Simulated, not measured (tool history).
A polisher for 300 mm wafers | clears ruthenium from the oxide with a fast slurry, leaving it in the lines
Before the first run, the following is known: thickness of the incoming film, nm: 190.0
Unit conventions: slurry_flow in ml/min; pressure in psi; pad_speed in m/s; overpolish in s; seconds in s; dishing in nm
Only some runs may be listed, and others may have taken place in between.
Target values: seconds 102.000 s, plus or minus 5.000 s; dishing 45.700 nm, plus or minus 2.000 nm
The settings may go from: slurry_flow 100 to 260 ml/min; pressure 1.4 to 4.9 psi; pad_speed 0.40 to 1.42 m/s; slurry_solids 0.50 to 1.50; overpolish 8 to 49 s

run  hour  slurry_flow  pressure  pad_speed  slurry_solids  overpolish  seconds  dishing
  1   0.0          165       3.1       0.90           1.00          25   45.164   75.797
  2   1.8          165       3.1       0.90           1.20          25   41.447   85.113
  3   9.2          165       3.1       0.90           1.20          35   42.099  103.640
  4   9.9          165       3.4       0.90           1.20          35   37.215  114.250
  5  17.3          190       3.4       0.90           1.20          35   37.331  111.780
     23.5  -- slurry blender recalibrated
  6  23.5          160       3.4       0.90           1.20          35   32.921  121.130
  7  27.3          170       2.9       0.88           1.15          32   39.724  103.500
  8  32.6          200       2.4       0.72           0.95          27   60.345   65.294
  9  33.6          200       2.1       0.62           0.95          27   74.360   53.707
 10  39.5          180       1.9       0.60           0.95          28   84.124   50.984
 11  47.8          160       1.8       0.60           0.95          28   91.788   47.452

Exercise: of the 5 proposed moves below, exactly one satisfies all targets within the stated allowed misses. Which move is it?
  A  56.1          150       1.6       0.54           1.00          27        ?        ?
  B  56.1          155       1.6       0.58           0.85          29        ?        ?
  C  56.1          195       1.5       0.80           1.25          23        ?        ?
  D  56.1          155       1.5       0.56           0.90          30        ?        ?
  E  56.1          175       1.7       0.58           0.85          30        ?        ?

move  seconds  dishing
   A  102.180   40.580
   B  109.480   40.670
   C   73.679   47.053
   D  113.790   40.498
   E  102.120   44.600
A: puts the biggest miss on target and leaves a different result outside tolerance
B: takes the biggest miss from the last run beyond its target
C: further off than the last run
D: takes the biggest miss from the last run beyond its target
E: hits every target within its allowed miss
The move that meets every target is E.

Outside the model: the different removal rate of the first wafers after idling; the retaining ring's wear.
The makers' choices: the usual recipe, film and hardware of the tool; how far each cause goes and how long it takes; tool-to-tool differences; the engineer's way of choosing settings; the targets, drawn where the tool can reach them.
